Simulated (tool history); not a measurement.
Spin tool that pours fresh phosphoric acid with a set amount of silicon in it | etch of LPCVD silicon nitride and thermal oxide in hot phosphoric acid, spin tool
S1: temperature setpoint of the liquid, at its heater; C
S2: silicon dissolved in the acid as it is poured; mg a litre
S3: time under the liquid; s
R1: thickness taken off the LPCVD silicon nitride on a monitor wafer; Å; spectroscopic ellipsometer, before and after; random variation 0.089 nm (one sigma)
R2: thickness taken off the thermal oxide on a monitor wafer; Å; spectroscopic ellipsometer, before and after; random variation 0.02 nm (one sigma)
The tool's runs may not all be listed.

| run | day | S1 | S2 | S3 | R1 | R2 |
|---|---|---|---|---|---|---|
| 1 | 0.000 | 164.0 | 11.0 | 155 | 133.42 | 4.7223 |
| 2 | 0.112 | 163.0 | 11.0 | 155 | 130.26 | 4.8152 |
| 3 | 0.192 | 163.0 | 11.0 | 185 | 154.63 | 5.3884 |
| 4 | 0.333 | 162.5 | 11.5 | 175 | 145.25 | 5.0021 |
| 5 | 0.662 | 162.5 | 12.0 | 165 | 136.27 | 4.7317 |
| 6 | 0.700 | 162.5 | 16.5 | 165 | 136.72 | 4.2837 |
| 7 | 0.729 | 162.0 | 16.5 | 160 | 128.99 | 3.5177 |
| 8 | 0.992 | 162.0 | 15.5 | 155 | 124.90 | 3.7852 |
| 9 | 1.046 | 162.0 | 15.0 | 150 | 122.06 | 3.1953 |
| 10 | 1.350 | 162.0 | 14.0 | 145 | 117.02 | 3.8027 |

Forecast run 11:
| 11 | 1.400 | 161.5 | 14.0 | 145 | ? | ? |

R1: 114.59 Å
R2: 3.5046 Å

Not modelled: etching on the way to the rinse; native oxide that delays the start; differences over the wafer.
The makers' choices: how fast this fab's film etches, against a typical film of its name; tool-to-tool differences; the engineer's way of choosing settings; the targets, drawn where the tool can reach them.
